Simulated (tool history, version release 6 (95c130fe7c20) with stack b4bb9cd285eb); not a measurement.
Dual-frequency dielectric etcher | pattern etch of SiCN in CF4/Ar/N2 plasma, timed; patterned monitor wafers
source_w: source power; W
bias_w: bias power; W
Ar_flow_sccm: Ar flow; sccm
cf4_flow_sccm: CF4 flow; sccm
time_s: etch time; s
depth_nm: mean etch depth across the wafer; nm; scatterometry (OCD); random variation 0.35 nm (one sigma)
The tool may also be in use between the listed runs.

Run 1, hour 0.0: source_w 330 W, bias_w 65 W, Ar_flow_sccm 116 sccm, cf4_flow_sccm 66 sccm, time_s 74 s. Result: depth_nm 48.110 nm.
Run 2, hour 6.5: source_w 330 W, bias_w 65 W, Ar_flow_sccm 129 sccm, cf4_flow_sccm 66 sccm, time_s 74 s. Result: depth_nm 47.127 nm.
Run 3, hour 8.2: source_w 360 W, bias_w 66 W, Ar_flow_sccm 129 sccm, cf4_flow_sccm 66 sccm, time_s 74 s. Result: depth_nm 52.569 nm.
Run 4, hour 16.7: source_w 360 W, bias_w 66 W, Ar_flow_sccm 129 sccm, cf4_flow_sccm 55 sccm, time_s 74 s. Result: depth_nm 51.890 nm.
Run 5, hour 23.2: source_w 360 W, bias_w 66 W, Ar_flow_sccm 129 sccm, cf4_flow_sccm 55 sccm, time_s 74 s. Result: depth_nm 51.647 nm.
Run 6, hour 31.3: source_w 320 W, bias_w 66 W, Ar_flow_sccm 129 sccm, cf4_flow_sccm 55 sccm, time_s 74 s. Result: depth_nm 45.743 nm.

The next listed run, before its measurement:
Run 7, hour 35.9: source_w 350 W, bias_w 66 W, Ar_flow_sccm 129 sccm, cf4_flow_sccm 55 sccm, time_s 74 s. Result: depth_nm ?.

{"run 7": {"depth_nm": 49.595}}
